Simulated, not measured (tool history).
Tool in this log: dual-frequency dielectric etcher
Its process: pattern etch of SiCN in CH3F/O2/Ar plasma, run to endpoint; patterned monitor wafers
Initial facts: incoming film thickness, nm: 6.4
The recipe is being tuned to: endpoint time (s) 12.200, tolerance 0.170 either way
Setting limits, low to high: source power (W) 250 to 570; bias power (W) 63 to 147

| run | hour | source power (W) | bias power (W) | endpoint time (s) |
|---|---|---|---|---|
| 1 | 0.0 | 410 | 105 | 13.208 |
| 2 | 0.9 | 410 | 93 | 13.666 |
| 3 | 5.4 | 410 | 80 | 14.469 |
| 4 | 7.6 | 450 | 83 | 13.895 |
| 5 | 9.6 | 480 | 87 | 13.548 |
| 6 | 17.0 | 480 | 96 | 13.125 |
| 7 | 23.9 | 500 | 99 | 12.846 |
| 8 | 26.7 | 520 | 101 | 12.572 |

Pick the move, out of 4, that brings all results within their allowed miss; only one does.
| A | 29.5 | 530 | 116 | ? |
| B | 29.5 | 490 | 115 | ? |
| C | 29.5 | 530 | 87 | ? |
| D | 29.5 | 570 | 114 | ? |

| move | endpoint time (s) |
|---|---|
| A | 11.972 |
| B | 12.252 |
| C | 13.196 |
| D | 11.818 |
A: the result that was furthest off in the last run now lies on the other side of its target
B: all results in spec
C: the biggest miss grows against the last run
D: the result that was furthest off in the last run now lies on the other side of its target
Move B is the one to make.
